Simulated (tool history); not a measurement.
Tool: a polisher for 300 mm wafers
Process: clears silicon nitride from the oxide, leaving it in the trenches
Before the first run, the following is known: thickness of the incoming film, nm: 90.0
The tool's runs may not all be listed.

| run | hour | flow of slurry (ml/min) | pressure of the wafer on the pad (psi) | speed of the pad under the wafer (cm/s) | overpolish time after the end point (s) | time until the end point was called (s) |
|---|---|---|---|---|---|---|
| 1 | 0.0 | 215 | 2.5 | 122 | 12 | 104.420 |
| 2 | 5.9 | 215 | 2.6 | 122 | 12 | 100.020 |
| 3 | 9.3 | 215 | 2.6 | 106 | 12 | 113.010 |
| 4 | 16.5 | 215 | 2.8 | 106 | 12 | 107.220 |
| 5 | 25.6 | 215 | 3.0 | 106 | 12 | 97.036 |
| 6 | 33.6 | 215 | 3.1 | 106 | 12 | 94.481 |

Run 7 is up next; what results do you expect?
| 7 | 39.0 | 215 | 3.2 | 106 | 12 | ? |

{"run 7": {"time until the end point was called (s)": 92.539}}
